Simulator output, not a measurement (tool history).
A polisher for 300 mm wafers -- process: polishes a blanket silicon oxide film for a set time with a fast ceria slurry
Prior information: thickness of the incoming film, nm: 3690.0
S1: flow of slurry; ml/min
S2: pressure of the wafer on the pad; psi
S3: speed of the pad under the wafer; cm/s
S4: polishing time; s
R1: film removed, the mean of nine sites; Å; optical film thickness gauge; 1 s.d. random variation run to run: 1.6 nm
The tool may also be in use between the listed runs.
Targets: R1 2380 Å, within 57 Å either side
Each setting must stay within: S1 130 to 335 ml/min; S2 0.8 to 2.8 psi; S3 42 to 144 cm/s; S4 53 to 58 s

run,hour,S1,S2,S3,S4,R1
1,0,215,1.8,92,58,4456.7
2,6.5,185,1.8,92,58,4375.4
3,9,180,1.5,92,58,3745.1
4,9.7,140,1.5,92,58,3621.3
5,12.6,140,1.5,112,58,4349.8
6,14.6,140,1.5,112,58,4307
7,22.8,140,1.3,106,58,3671.7
8,26.3,140,1.2,102,58,3271.5
# hour 32.9: worn pad replaced by a new one
9,32.9,140,1.1,100,58,3202.3
10,41.4,140,1,96,58,2827.4
11,50.3,140,0.9,94,58,2545.9
12,58.6,140,0.8,94,58,2335.2

5 next moves are on the table. One of them brings every result within its allowed miss. Which?
A,66.9,130,0.9,92,53,?
B,66.9,170,0.9,86,55,?
C,66.9,135,0.8,108,53,?
D,66.9,155,1.2,66,55,?
E,66.9,130,0.9,84,57,?

move,R1
A,2237.1
B,2253.9
C,2379.3
D,2217.1
E,2209.6
A: lands further from the targets than the last run did
B: lands further from the targets than the last run did
C: in spec on every target
D: lands further from the targets than the last run did
E: lands further from the targets than the last run did
The move that meets every target is C.

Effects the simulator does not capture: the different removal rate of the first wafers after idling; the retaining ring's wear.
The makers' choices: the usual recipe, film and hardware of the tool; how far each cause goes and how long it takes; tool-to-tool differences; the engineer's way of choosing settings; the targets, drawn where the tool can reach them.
